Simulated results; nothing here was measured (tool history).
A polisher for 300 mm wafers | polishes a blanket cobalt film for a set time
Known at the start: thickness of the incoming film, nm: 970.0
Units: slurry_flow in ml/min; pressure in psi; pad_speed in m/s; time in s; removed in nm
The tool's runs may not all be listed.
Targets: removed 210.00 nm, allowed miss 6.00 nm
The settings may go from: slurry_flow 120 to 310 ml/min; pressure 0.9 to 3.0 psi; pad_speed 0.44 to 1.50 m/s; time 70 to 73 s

Run 1, hour 0.0: slurry_flow 200 ml/min, pressure 1.9 psi, pad_speed 0.96 m/s, time 70 s. Result: removed 279.74 nm.
Run 2, hour 4.6: slurry_flow 240 ml/min, pressure 1.9 psi, pad_speed 0.96 m/s, time 70 s. Result: removed 291.04 nm.
Run 3, hour 9.5: slurry_flow 220 ml/min, pressure 1.9 psi, pad_speed 0.96 m/s, time 70 s. Result: removed 280.93 nm.
Run 4, hour 11.4: slurry_flow 215 ml/min, pressure 1.8 psi, pad_speed 0.96 m/s, time 70 s. Result: removed 266.62 nm.
Run 5, hour 14.8: slurry_flow 215 ml/min, pressure 1.5 psi, pad_speed 0.96 m/s, time 70 s. Result: removed 225.50 nm.
Run 6, hour 19.4: slurry_flow 215 ml/min, pressure 1.2 psi, pad_speed 0.96 m/s, time 70 s. Result: removed 181.04 nm.
Run 7, hour 27.1: slurry_flow 220 ml/min, pressure 1.2 psi, pad_speed 0.96 m/s, time 70 s. Result: removed 183.23 nm.
Run 8, hour 28.7: slurry_flow 225 ml/min, pressure 1.2 psi, pad_speed 0.96 m/s, time 70 s. Result: removed 182.58 nm.
Run 9, hour 31.5: slurry_flow 230 ml/min, pressure 1.3 psi, pad_speed 0.96 m/s, time 70 s. Result: removed 198.15 nm.
Run 10, hour 35.4: slurry_flow 235 ml/min, pressure 1.3 psi, pad_speed 0.96 m/s, time 70 s. Result: removed 200.40 nm.
Run 11, hour 43.6: slurry_flow 240 ml/min, pressure 1.3 psi, pad_speed 0.96 m/s, time 70 s. Result: removed 195.88 nm.

Which of these 4 next moves meets every target?
Run A, hour 51.8: slurry_flow 225 ml/min, pressure 1.5 psi, pad_speed 0.78 m/s, time 72 s. Result: removed ?.
Run B, hour 51.8: slurry_flow 205 ml/min, pressure 1.8 psi, pad_speed 0.66 m/s, time 70 s. Result: removed ?.
Run C, hour 51.8: slurry_flow 245 ml/min, pressure 1.2 psi, pad_speed 1.04 m/s, time 73 s. Result: removed ?.
Run D, hour 51.8: slurry_flow 280 ml/min, pressure 1.2 psi, pad_speed 0.94 m/s, time 72 s. Result: removed ?.

move  removed
   A   190.09
   B   185.36
   C   207.78
   D   188.50
A: further off than the last run
B: further off than the last run
C: meets every target
D: further off than the last run
Answer: C

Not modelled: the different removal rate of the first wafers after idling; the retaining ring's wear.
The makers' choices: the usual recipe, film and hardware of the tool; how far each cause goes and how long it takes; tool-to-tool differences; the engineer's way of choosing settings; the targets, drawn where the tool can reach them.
